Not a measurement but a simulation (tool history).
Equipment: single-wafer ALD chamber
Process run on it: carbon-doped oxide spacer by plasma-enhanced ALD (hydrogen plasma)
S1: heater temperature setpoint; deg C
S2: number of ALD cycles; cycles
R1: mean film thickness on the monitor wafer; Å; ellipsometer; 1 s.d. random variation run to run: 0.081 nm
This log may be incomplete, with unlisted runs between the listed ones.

Run 1, hour 0: S1 410 deg C, S2 479 cycles. Result: R1 238.73 Å.
Run 2, hour 8.7: S1 410 deg C, S2 539 cycles. Result: R1 270.59 Å.
Run 3, hour 16.2: S1 412 deg C, S2 523 cycles. Result: R1 261.34 Å.
Run 4, hour 21.4: S1 412 deg C, S2 590 cycles. Result: R1 294.88 Å.
Run 5, hour 24.3: S1 414 deg C, S2 564 cycles. Result: R1 278.03 Å.
At hour 31.6: thermocouple changed; heater temperature recalibrated.
Run 6, hour 31.6: S1 414 deg C, S2 601 cycles. Result: R1 303.82 Å.
Run 7, hour 32.2: S1 414 deg C, S2 601 cycles. Result: R1 303.06 Å.
Run 8, hour 37.1: S1 426 deg C, S2 524 cycles. Result: R1 253.62 Å.

Predict the results of run 9:
Run 9, hour 38.9: S1 426 deg C, S2 510 cycles. Result: R1 ?.

{"run 9": {"R1": 247.37}}

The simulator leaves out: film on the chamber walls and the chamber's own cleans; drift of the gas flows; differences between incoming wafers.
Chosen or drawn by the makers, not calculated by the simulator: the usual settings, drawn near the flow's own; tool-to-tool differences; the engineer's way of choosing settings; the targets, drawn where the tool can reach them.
